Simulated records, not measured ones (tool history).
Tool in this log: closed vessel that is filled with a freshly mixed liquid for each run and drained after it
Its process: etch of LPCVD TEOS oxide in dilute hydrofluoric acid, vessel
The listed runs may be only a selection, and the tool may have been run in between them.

| run | hour | temperature setpoint of the liquid (°C) | parts of water to one part of 49 % hydrofluoric acid (parts by volume) | time in the liquid (s) | thickness taken off the LPCVD TEOS oxide on a monitor wafer (Å) |
|---|---|---|---|---|---|
| 1 | 0.0 | 21.0 | 150 | 370 | 365.07 |
| 2 | 2.5 | 21.0 | 170 | 370 | 314.25 |
| 3 | 10.9 | 21.0 | 125 | 370 | 444.48 |
| 4 | 19.1 | 24.0 | 125 | 370 | 509.44 |
| 5 | 27.6 | 24.0 | 125 | 395 | 541.47 |
| 6 | 35.7 | 24.0 | 125 | 395 | 542.32 |
| 7 | 41.5 | 22.5 | 130 | 395 | 490.90 |
| 8 | 44.3 | 21.0 | 135 | 395 | 440.73 |
| 9 | 47.7 | 20.0 | 140 | 395 | 404.76 |

Run 10 has not been measured yet. What should we expect?
| 10 | 49.7 | 17.0 | 150 | 395 | ? |

{"run 10": {"thickness taken off the LPCVD TEOS oxide on a monitor wafer (Å)": 328.93}}
